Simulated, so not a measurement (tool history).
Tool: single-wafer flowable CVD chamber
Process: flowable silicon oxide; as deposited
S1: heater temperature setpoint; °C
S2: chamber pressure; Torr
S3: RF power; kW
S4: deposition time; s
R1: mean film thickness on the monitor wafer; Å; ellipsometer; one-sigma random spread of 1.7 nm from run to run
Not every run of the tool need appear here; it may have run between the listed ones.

run    day  S1     S2     S3   S4      R1
  1  0.000  90  0.895  1.935  459  4372.0
  2  0.142  90  0.895  1.775  459  4292.2
  3  0.450  90  1.021  1.775  459  4747.3
  4  0.571  90  1.021  1.980  459  4931.3
  5  0.758  90  1.021  1.980  438  4688.3
  6  0.846  89  1.021  1.980  438  4805.0
  7  1.200  88  1.022  1.980  438  4957.4

Run 8, settings as shown, results not yet in. Your forecast:
  8  1.275  79  1.024  1.980  438   ?

{"run 8": {"R1": 6480.3}}

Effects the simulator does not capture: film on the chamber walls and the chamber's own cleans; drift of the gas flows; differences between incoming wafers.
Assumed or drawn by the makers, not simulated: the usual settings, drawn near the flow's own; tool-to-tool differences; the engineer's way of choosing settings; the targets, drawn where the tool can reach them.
